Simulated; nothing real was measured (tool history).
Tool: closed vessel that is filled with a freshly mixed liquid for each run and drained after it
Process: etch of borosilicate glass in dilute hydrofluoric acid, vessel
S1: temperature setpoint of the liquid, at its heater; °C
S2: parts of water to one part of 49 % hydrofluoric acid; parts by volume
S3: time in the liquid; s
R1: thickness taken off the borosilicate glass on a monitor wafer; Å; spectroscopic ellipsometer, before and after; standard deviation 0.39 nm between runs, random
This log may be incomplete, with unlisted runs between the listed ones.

Run 1, hour 0: S1 25 °C, S2 115 parts by volume, S3 100 s. Result: R1 310.07 Å.
Run 2, hour 6.7: S1 23 °C, S2 115 parts by volume, S3 100 s. Result: R1 283.79 Å.
Run 3, hour 14.2: S1 23 °C, S2 85 parts by volume, S3 100 s. Result: R1 397.44 Å.
Run 4, hour 17.8: S1 23 °C, S2 85 parts by volume, S3 105 s. Result: R1 419.95 Å.
Run 5, hour 22.5: S1 23 °C, S2 45 parts by volume, S3 105 s. Result: R1 830.25 Å.
Run 6, hour 24.5: S1 22 °C, S2 45 parts by volume, S3 105 s. Result: R1 803.57 Å.
Run 7, hour 28.3: S1 21 °C, S2 50 parts by volume, S3 105 s. Result: R1 689.9 Å.
Run 8, hour 33.7: S1 20.5 °C, S2 50 parts by volume, S3 105 s. Result: R1 681.12 Å.
Run 9, hour 42.8: S1 20 °C, S2 50 parts by volume, S3 105 s. Result: R1 644.65 Å.
Run 10, hour 47.6: S1 17 °C, S2 60 parts by volume, S3 105 s. Result: R1 470.28 Å.

What does the tool deliver on the next run?
Run 11, hour 48.7: S1 17.5 °C, S2 60 parts by volume, S3 105 s. Result: R1 ?.

{"run 11": {"R1": 483.49}}
